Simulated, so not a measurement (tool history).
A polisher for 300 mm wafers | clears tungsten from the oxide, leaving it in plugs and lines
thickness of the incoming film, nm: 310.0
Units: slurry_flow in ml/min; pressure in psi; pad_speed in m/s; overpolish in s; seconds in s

| run | hour | slurry_flow | pressure | pad_speed | slurry_solids | overpolish | seconds |
|---|---|---|---|---|---|---|---|
| 1 | 0 | 250 | 2.8 | 1.1 | 1 | 7 | 104.05 |
| 2 | 8.4 | 250 | 2.8 | 1.1 | 1.15 | 7 | 100.24 |
| 3 | 17.3 | 250 | 3.5 | 1.1 | 1.15 | 7 | 80.952 |
| 4 | 22.7 | 255 | 3.6 | 1.1 | 1.15 | 7 | 77.432 |
| 5 | 27.7 | 255 | 3.6 | 1 | 1.15 | 7 | 85.063 |
| 6 | 32.6 | 255 | 3.6 | 0.82 | 1.15 | 7 | 102.05 |

The next listed run, before its measurement:
| 7 | 38.5 | 270 | 4.4 | 0.94 | 1.15 | 7 | ? |

{"run 7": {"seconds": 74.296}}
